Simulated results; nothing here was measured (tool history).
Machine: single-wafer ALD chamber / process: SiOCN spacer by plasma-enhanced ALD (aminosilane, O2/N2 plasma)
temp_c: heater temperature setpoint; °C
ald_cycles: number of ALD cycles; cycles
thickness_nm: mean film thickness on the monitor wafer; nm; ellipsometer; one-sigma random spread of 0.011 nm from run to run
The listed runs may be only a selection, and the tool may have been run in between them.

run 1 day=0.000 | temp_c=385 ald_cycles=59 | thickness_nm=3.3657
run 2 day=0.129 | temp_c=378 ald_cycles=59 | thickness_nm=3.3754
run 3 day=0.371 | temp_c=378 ald_cycles=64 | thickness_nm=3.6441
run 4 day=0.471 | temp_c=387 ald_cycles=64 | thickness_nm=3.6499
run 5 day=0.571 | temp_c=387 ald_cycles=60 | thickness_nm=3.4318
-- day=0.838 thermocouple changed; heater temperature recalibrated
run 6 day=0.838 | temp_c=387 ald_cycles=62 | thickness_nm=3.5167
run 7 day=0.896 | temp_c=387 ald_cycles=64 | thickness_nm=3.6462
run 8 day=1.108 | temp_c=387 ald_cycles=65 | thickness_nm=3.7045
run 9 day=1.292 | temp_c=387 ald_cycles=66 | thickness_nm=3.7783
run 10 day=1.608 | temp_c=387 ald_cycles=67 | thickness_nm=3.7994

Run 11, settings as shown, results not yet in. Your forecast:
run 11 day=1.875 | temp_c=387 ald_cycles=68 | thickness_nm=?

Run 11 produced thickness_nm 3.8872 nm.
